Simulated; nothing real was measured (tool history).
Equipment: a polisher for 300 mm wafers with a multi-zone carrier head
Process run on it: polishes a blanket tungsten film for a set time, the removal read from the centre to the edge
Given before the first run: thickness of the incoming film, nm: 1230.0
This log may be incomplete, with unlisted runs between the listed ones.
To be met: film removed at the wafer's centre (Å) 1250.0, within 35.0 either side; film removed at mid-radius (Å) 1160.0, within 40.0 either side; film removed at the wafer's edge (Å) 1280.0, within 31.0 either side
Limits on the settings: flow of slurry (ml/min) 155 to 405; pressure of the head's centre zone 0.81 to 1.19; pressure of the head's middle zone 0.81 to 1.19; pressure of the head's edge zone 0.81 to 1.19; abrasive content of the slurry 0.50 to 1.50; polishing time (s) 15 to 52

| run | hour | flow of slurry (ml/min) | pressure of the head's centre zone | pressure of the head's middle zone | pressure of the head's edge zone | abrasive content of the slurry | polishing time (s) | film removed at the wafer's centre (Å) | film removed at mid-radius (Å) | film removed at the wafer's edge (Å) |
|---|---|---|---|---|---|---|---|---|---|---|
| 1 | 0.0 | 260 | 1.00 | 1.00 | 1.00 | 1.00 | 33 | 1548.6 | 1515.2 | 1533.9 |
| 2 | 3.6 | 260 | 1.00 | 1.00 | 1.05 | 1.00 | 33 | 1547.3 | 1498.3 | 1568.6 |
| 3 | 6.0 | 210 | 1.00 | 1.00 | 1.05 | 1.00 | 33 | 1504.4 | 1468.0 | 1535.0 |
| 4 | 8.0 | 210 | 1.00 | 0.97 | 1.05 | 1.00 | 33 | 1513.6 | 1421.1 | 1518.8 |
| 5 | 15.4 | 205 | 0.99 | 0.96 | 1.04 | 0.95 | 33 | 1479.2 | 1361.1 | 1495.2 |
| 6 | 17.2 | 205 | 0.99 | 0.96 | 1.04 | 0.95 | 40 | 1770.9 | 1650.3 | 1819.2 |
| 7 | 22.9 | 205 | 0.98 | 0.95 | 1.02 | 0.90 | 39 | 1670.4 | 1599.1 | 1744.0 |
| 8 | 27.1 | 200 | 0.98 | 0.94 | 1.00 | 0.85 | 38 | 1612.6 | 1490.9 | 1666.8 |
| 9 | 28.3 | 225 | 0.91 | 0.97 | 0.90 | 0.60 | 32 | 1197.2 | 1242.4 | 1242.7 |

Exercise: of the 4 proposed moves below, exactly one satisfies all targets within the stated allowed misses. Which move is it?
| A | 29.5 | 230 | 0.96 | 1.02 | 0.88 | 0.75 | 30 | ? | ? | ? |
| B | 29.5 | 270 | 0.97 | 0.93 | 0.88 | 0.80 | 29 | ? | ? | ? |
| C | 29.5 | 225 | 1.01 | 0.96 | 0.81 | 0.75 | 31 | ? | ? | ? |
| D | 29.5 | 270 | 0.96 | 0.93 | 1.00 | 0.55 | 32 | ? | ? | ? |

| move | film removed at the wafer's centre (Å) | film removed at mid-radius (Å) | film removed at the wafer's edge (Å) |
|---|---|---|---|
| A | 1251.2 | 1270.7 | 1189.1 |
| B | 1263.6 | 1174.9 | 1184.7 |
| C | 1348.7 | 1244.3 | 1182.9 |
| D | 1261.2 | 1183.5 | 1267.1 |
A: the biggest miss grows against the last run
B: the worst result of the last run now meets its target, but another is out of spec
C: the biggest miss grows against the last run
D: every result lands within tolerance
The right move is D.
